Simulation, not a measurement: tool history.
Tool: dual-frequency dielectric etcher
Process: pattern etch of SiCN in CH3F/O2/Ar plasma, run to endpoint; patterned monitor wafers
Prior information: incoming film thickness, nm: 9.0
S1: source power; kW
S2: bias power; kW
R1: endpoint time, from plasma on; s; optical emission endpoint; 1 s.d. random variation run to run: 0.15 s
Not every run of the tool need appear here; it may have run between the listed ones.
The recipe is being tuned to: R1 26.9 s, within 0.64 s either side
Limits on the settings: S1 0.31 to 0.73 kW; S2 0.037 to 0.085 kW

run 1 hour=0 | S1=0.52 S2=0.061 | R1=22.422
run 2 hour=8 | S1=0.52 S2=0.071 | R1=21.275
run 3 hour=14.7 | S1=0.52 S2=0.065 | R1=21.929
run 4 hour=23.1 | S1=0.49 S2=0.063 | R1=22.648
run 5 hour=30.7 | S1=0.47 S2=0.061 | R1=23.347
run 6 hour=34.5 | S1=0.45 S2=0.06 | R1=23.575
run 7 hour=40.8 | S1=0.43 S2=0.059 | R1=24.429
run 8 hour=44.4 | S1=0.42 S2=0.059 | R1=24.98
run 9 hour=45 | S1=0.41 S2=0.059 | R1=24.968
run 10 hour=52 | S1=0.4 S2=0.059 | R1=25.12
run 11 hour=53.9 | S1=0.31 S2=0.056 | R1=28.532

4 next moves are on the table. One of them brings every result within its allowed miss. Which?
run A hour=55.8 | S1=0.37 S2=0.054 | R1=?
run B hour=55.8 | S1=0.31 S2=0.043 | R1=?
run C hour=55.8 | S1=0.39 S2=0.058 | R1=?
run D hour=55.8 | S1=0.31 S2=0.054 | R1=?

move=A R1=26.945
move=B R1=31.343
move=C R1=25.722
move=D R1=28.94
A: each result inside its tolerance
B: misses by more than the last run did
C: moves the result that the last run missed by most past its target, out the other side
D: misses by more than the last run did
Correct choice: A, which meets every target
